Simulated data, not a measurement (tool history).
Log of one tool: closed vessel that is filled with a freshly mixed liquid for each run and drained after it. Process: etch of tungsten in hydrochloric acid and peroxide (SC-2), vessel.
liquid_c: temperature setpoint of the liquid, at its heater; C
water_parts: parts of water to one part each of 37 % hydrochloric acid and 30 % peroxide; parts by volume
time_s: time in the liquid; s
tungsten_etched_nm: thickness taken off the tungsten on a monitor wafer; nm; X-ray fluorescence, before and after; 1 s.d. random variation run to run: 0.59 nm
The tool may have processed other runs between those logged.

run  hour  liquid_c  water_parts  time_s  tungsten_etched_nm
  1   0.0      54.0           11     140              49.871
  2   4.2      55.5           11     140              55.440
  3  12.1      62.5           11     140              87.684
  4  16.8      65.5           11     140             104.160
  5  19.6      65.5           14     140              83.900
  6  26.4      61.5           14     140              65.517
  7  29.0      62.0           14     140              68.211

Run 8, settings as shown, results not yet in. Your forecast:
  8  36.8      62.5           14     140                   ?

{"run 8": {"tungsten_etched_nm": 69.702}}
